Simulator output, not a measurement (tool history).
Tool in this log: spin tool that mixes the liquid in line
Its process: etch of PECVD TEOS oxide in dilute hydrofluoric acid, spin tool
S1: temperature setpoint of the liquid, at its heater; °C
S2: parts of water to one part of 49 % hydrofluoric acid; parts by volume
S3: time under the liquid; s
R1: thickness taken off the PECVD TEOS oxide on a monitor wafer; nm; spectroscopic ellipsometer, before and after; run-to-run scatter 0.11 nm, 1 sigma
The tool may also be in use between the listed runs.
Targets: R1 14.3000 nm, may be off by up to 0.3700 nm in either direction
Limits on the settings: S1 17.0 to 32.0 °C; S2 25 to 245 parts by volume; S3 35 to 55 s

run  hour    S1   S2  S3       R1
  1   0.0  24.0  135  55   9.3737
  2   2.4  26.0  130  55  10.4290
  3   9.2  24.5  130  55   9.9181
  4  16.7  26.0  125  55  10.9760
  5  25.7  26.0  125  35   6.9908
  6  29.8  25.5  100  35   8.9049
  7  33.8  29.5   65  35  16.7500
  8  39.2  29.0   65  35  16.4650
  9  46.8  28.5   65  35  15.9000
 10  49.4  28.0   65  35  15.7730
 11  55.4  27.5   65  35  15.5200

Pick the move, out of 4, that brings all results within their allowed miss; only one does.
  A  61.4  27.5  105  55   ?
  B  61.4  28.0   75  35   ?
  C  61.4  27.5  110  55   ?
  D  61.4  24.5   65  35   ?

move       R1
   A  14.2910
   B  13.5220
   C  13.5520
   D  13.7620
A: every result within its allowed miss
B: moves the result that the last run missed by most past its target, out the other side
C: moves the result that the last run missed by most past its target, out the other side
D: moves the result that the last run missed by most past its target, out the other side
Go with A: it meets all targets.

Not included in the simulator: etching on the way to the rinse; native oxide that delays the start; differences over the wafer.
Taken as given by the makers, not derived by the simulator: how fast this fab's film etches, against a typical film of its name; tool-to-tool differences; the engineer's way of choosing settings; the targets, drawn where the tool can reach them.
